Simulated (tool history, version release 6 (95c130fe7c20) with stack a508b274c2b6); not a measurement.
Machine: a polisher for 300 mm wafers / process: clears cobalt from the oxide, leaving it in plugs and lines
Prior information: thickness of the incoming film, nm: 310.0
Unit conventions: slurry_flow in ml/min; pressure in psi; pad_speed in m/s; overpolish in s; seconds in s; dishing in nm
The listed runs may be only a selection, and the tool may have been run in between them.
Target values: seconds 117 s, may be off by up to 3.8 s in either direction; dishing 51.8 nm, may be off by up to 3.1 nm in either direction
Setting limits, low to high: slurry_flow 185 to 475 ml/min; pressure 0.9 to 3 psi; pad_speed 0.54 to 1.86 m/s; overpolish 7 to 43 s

run 1 hour=0 | slurry_flow=305 pressure=1.9 pad_speed=1.18 overpolish=22 | seconds=55.764 dishing=64.434
run 2 hour=4.9 | slurry_flow=365 pressure=1.9 pad_speed=1.18 overpolish=22 | seconds=55.75 dishing=61.884
run 3 hour=10.3 | slurry_flow=365 pressure=1.9 pad_speed=0.98 overpolish=22 | seconds=61.618 dishing=60.307
run 4 hour=17.4 | slurry_flow=365 pressure=1.7 pad_speed=0.98 overpolish=22 | seconds=69.543 dishing=59.033
run 5 hour=22.8 | slurry_flow=365 pressure=1.5 pad_speed=0.94 overpolish=22 | seconds=80.797 dishing=51.171
-- hour=30.7 head pressure recalibrated
run 6 hour=30.7 | slurry_flow=425 pressure=1.5 pad_speed=0.94 overpolish=22 | seconds=89.093 dishing=49.319
run 7 hour=36.5 | slurry_flow=435 pressure=1.4 pad_speed=0.94 overpolish=24 | seconds=93.024 dishing=50.829
run 8 hour=44.5 | slurry_flow=440 pressure=1.3 pad_speed=0.94 overpolish=25 | seconds=98.053 dishing=50.664
run 9 hour=50.5 | slurry_flow=435 pressure=0.9 pad_speed=0.94 overpolish=31 | seconds=141.24 dishing=44.308
run 10 hour=57.3 | slurry_flow=435 pressure=1 pad_speed=0.94 overpolish=31 | seconds=129.21 dishing=47.935
run 11 hour=59.3 | slurry_flow=435 pressure=1.2 pad_speed=0.94 overpolish=32 | seconds=109.19 dishing=55.254

Pick the move, out of 4, that brings all results within their allowed miss; only one does.
run A hour=61.3 | slurry_flow=440 pressure=1 pad_speed=1.1 overpolish=32 | seconds=? dishing=?
run B hour=61.3 | slurry_flow=405 pressure=1.3 pad_speed=0.98 overpolish=22 | seconds=? dishing=?
run C hour=61.3 | slurry_flow=400 pressure=1.2 pad_speed=0.76 overpolish=35 | seconds=? dishing=?
run D hour=61.3 | slurry_flow=420 pressure=1.2 pad_speed=0.9 overpolish=40 | seconds=? dishing=?

move=A seconds=119.45 dishing=52.829
move=B seconds=100.58 dishing=46.438
move=C seconds=126.15 dishing=53.964
move=D seconds=114.11 dishing=61.208
A: in spec on every target
B: lands further from the targets than the last run did
C: takes the biggest miss from the last run beyond its target
D: the worst result of the last run now meets its target, but another is out of spec
Correct choice: A, which meets every target
